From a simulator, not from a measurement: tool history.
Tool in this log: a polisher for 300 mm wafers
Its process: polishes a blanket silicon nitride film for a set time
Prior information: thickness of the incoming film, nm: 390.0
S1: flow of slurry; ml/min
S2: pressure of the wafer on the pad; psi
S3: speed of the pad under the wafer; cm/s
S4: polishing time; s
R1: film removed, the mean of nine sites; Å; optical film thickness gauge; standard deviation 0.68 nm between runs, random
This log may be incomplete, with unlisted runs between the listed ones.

Run 1, day 0.000: S1 235 ml/min, S2 2.9 psi, S3 98 cm/s, S4 45 s. Result: R1 622.01 Å.
Run 2, day 0.162: S1 260 ml/min, S2 2.9 psi, S3 98 cm/s, S4 45 s. Result: R1 627.77 Å.
Run 3, day 0.479: S1 260 ml/min, S2 3.0 psi, S3 98 cm/s, S4 45 s. Result: R1 652.15 Å.
Run 4, day 0.512: S1 315 ml/min, S2 3.0 psi, S3 98 cm/s, S4 45 s. Result: R1 659.74 Å.
Run 5, day 0.879: S1 315 ml/min, S2 3.1 psi, S3 98 cm/s, S4 45 s. Result: R1 689.04 Å.
Run 6, day 1.033: S1 315 ml/min, S2 2.8 psi, S3 98 cm/s, S4 45 s. Result: R1 617.59 Å.
Run 7, day 1.238: S1 315 ml/min, S2 2.9 psi, S3 98 cm/s, S4 45 s. Result: R1 638.47 Å.
Run 8, day 1.562: S1 315 ml/min, S2 2.9 psi, S3 98 cm/s, S4 45 s. Result: R1 628.92 Å.
Run 9, day 1.738: S1 315 ml/min, S2 3.0 psi, S3 98 cm/s, S4 45 s. Result: R1 659.35 Å.
Run 10, day 1.829: S1 315 ml/min, S2 3.1 psi, S3 98 cm/s, S4 45 s. Result: R1 677.44 Å.

What will run 11 give?
Run 11, day 2.058: S1 315 ml/min, S2 3.4 psi, S3 98 cm/s, S4 45 s. Result: R1 ?.

{"run 11": {"R1": 740.19}}

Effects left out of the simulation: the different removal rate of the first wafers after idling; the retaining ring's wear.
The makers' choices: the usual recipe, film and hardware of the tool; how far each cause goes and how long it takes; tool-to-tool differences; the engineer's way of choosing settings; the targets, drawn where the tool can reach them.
